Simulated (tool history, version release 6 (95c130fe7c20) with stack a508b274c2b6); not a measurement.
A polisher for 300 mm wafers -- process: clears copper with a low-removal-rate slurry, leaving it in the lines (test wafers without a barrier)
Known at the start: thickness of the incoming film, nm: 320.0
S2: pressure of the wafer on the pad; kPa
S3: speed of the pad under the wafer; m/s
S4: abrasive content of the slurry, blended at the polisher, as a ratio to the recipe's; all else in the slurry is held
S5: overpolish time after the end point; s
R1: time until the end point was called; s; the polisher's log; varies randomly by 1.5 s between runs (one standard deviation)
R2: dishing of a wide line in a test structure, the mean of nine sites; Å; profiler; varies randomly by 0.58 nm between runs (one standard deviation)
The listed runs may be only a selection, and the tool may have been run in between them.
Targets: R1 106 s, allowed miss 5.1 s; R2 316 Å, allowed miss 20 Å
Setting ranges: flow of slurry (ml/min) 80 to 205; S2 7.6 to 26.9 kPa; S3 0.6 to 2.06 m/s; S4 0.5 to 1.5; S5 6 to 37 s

{"run": 1, "hour": 0.0, "flow of slurry (ml/min)": 135, "S2": 17.2, "S3": 1.32, "S4": 1, "S5": 19, "R1": 76.598, "R2": 427.21}
{"run": 2, "hour": 5.3, "flow of slurry (ml/min)": 160, "S2": 17.2, "S3": 1.32, "S4": 1, "S5": 19, "R1": 72.118, "R2": 446.9}
{"run": 3, "hour": 10.4, "flow of slurry (ml/min)": 160, "S2": 17.2, "S3": 1.32, "S4": 1.2, "S5": 19, "R1": 72.891, "R2": 432.37}
{"run": 4, "hour": 16.8, "flow of slurry (ml/min)": 160, "S2": 17.2, "S3": 1.32, "S4": 1.2, "S5": 26, "R1": 72.656, "R2": 554.62}
{"run": 5, "hour": 24.8, "flow of slurry (ml/min)": 160, "S2": 15.9, "S3": 1.32, "S4": 1.2, "S5": 24, "R1": 77.786, "R2": 505}
{"run": 6, "hour": 31.2, "flow of slurry (ml/min)": 160, "S2": 15.2, "S3": 1.3, "S4": 1.2, "S5": 22, "R1": 83.827, "R2": 434.1}
{"run": 7, "hour": 37.6, "flow of slurry (ml/min)": 160, "S2": 15.2, "S3": 1.3, "S4": 1.2, "S5": 22, "R1": 83.98, "R2": 439.9}
{"run": 8, "hour": 44.7, "flow of slurry (ml/min)": 160, "S2": 15.2, "S3": 1.3, "S4": 1.2, "S5": 22, "R1": 82.182, "R2": 444.99}
{"run": 9, "hour": 45.7, "flow of slurry (ml/min)": 155, "S2": 14.5, "S3": 1.3, "S4": 1.2, "S5": 21, "R1": 85.53, "R2": 416.57}
{"run": 10, "hour": 48.3, "flow of slurry (ml/min)": 155, "S2": 13.8, "S3": 1.3, "S4": 1.2, "S5": 20, "R1": 90.477, "R2": 365.6}
{"run": 11, "hour": 52.9, "flow of slurry (ml/min)": 150, "S2": 13.1, "S3": 1.3, "S4": 1.2, "S5": 20, "R1": 96.501, "R2": 354.87}
{"run": 12, "hour": 58.5, "flow of slurry (ml/min)": 145, "S2": 13.1, "S3": 1.3, "S4": 1.2, "S5": 20, "R1": 98.867, "R2": 353.61}
{"run": 13, "hour": 62.4, "flow of slurry (ml/min)": 140, "S2": 13.1, "S3": 1.3, "S4": 1.2, "S5": 20, "R1": 96.01, "R2": 353.98}
{"run": 14, "hour": 67.0, "flow of slurry (ml/min)": 135, "S2": 12.4, "S3": 1.3, "S4": 1.2, "S5": 20, "R1": 102.31, "R2": 349.05}

Exactly one of the 4 candidate moves below puts every result within its allowed miss. Which one?
{"run": "A", "hour": 71.6, "flow of slurry (ml/min)": 135, "S2": 13.1, "S3": 1.26, "S4": 1.2, "S5": 25, "R1": "?", "R2": "?"}
{"run": "B", "hour": 71.6, "flow of slurry (ml/min)": 120, "S2": 11.7, "S3": 1.38, "S4": 1.1, "S5": 18, "R1": "?", "R2": "?"}
{"run": "C", "hour": 71.6, "flow of slurry (ml/min)": 110, "S2": 13.8, "S3": 1.3, "S4": 1.15, "S5": 24, "R1": "?", "R2": "?"}
{"run": "D", "hour": 71.6, "flow of slurry (ml/min)": 120, "S2": 14.5, "S3": 1.22, "S4": 1.5, "S5": 15, "R1": "?", "R2": "?"}

move=A R1=98.19 R2=419.44
move=B R1=103.55 R2=309.14
move=C R1=94.532 R2=420.62
move=D R1=89.925 R2=303.2
A: its largest miss is bigger than the last run's
B: every result lands within tolerance
C: its largest miss is bigger than the last run's
D: meets the target for the result that was furthest off, but another lies outside its allowed miss
B meets every target.

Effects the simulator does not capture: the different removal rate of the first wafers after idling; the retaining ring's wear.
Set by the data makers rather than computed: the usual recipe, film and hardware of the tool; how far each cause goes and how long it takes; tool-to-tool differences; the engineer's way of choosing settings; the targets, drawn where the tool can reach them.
